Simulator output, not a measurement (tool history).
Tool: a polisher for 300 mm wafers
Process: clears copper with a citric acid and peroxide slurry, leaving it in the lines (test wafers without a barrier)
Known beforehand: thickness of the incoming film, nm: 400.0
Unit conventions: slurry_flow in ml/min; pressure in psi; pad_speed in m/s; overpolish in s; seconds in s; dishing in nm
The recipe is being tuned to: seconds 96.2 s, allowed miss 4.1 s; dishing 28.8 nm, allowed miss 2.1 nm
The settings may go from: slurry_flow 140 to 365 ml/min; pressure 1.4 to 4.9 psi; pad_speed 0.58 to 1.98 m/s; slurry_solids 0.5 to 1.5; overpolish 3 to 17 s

| run | hour | slurry_flow | pressure | pad_speed | slurry_solids | overpolish | seconds | dishing |
|---|---|---|---|---|---|---|---|---|
| 1 | 0 | 235 | 3.1 | 1.28 | 1 | 9 | 162.26 | 18.368 |
| 2 | 5.7 | 235 | 3.1 | 1.28 | 1.15 | 9 | 153.46 | 18.295 |
| 3 | 12.4 | 235 | 3.1 | 1.28 | 1.15 | 6 | 151.47 | 12.839 |
| 4 | 13 | 235 | 3.1 | 1.28 | 1 | 6 | 155.49 | 12.461 |
| 5 | 17.9 | 235 | 3.5 | 1.28 | 1 | 7 | 146.97 | 15.287 |
| 6 | 24.2 | 210 | 3.5 | 1.28 | 1 | 7 | 147.79 | 15.364 |
| 7 | 27.5 | 210 | 3.9 | 1.32 | 1 | 7 | 132.6 | 16.529 |
| 8 | 33.6 | 210 | 4.2 | 1.36 | 1 | 8 | 124.85 | 20.384 |
| 9 | 37.1 | 210 | 4.2 | 1.36 | 1 | 8 | 122.63 | 20.45 |

Which single option among these 5 for the next run brings every result within its allowed miss of target? Just one does.
| A | 40.6 | 165 | 4.2 | 1.82 | 1.2 | 10 | ? | ? |
| B | 40.6 | 210 | 4.5 | 1.06 | 0.5 | 15 | ? | ? |
| C | 40.6 | 195 | 4.9 | 1.88 | 1.3 | 4 | ? | ? |
| D | 40.6 | 225 | 3.8 | 1.22 | 0.95 | 5 | ? | ? |
| E | 40.6 | 260 | 4.9 | 1.76 | 1.05 | 7 | ? | ? |

| move | seconds | dishing |
|---|---|---|
| A | 96.685 | 28.595 |
| B | 161.14 | 26.541 |
| C | 80.953 | 15.933 |
| D | 143.12 | 11.738 |
| E | 86.823 | 23.796 |
A: each result inside its tolerance
B: misses by more than the last run did
C: takes the result that was furthest off past its target
D: misses by more than the last run did
E: takes the result that was furthest off past its target
Go with A: it meets all targets.

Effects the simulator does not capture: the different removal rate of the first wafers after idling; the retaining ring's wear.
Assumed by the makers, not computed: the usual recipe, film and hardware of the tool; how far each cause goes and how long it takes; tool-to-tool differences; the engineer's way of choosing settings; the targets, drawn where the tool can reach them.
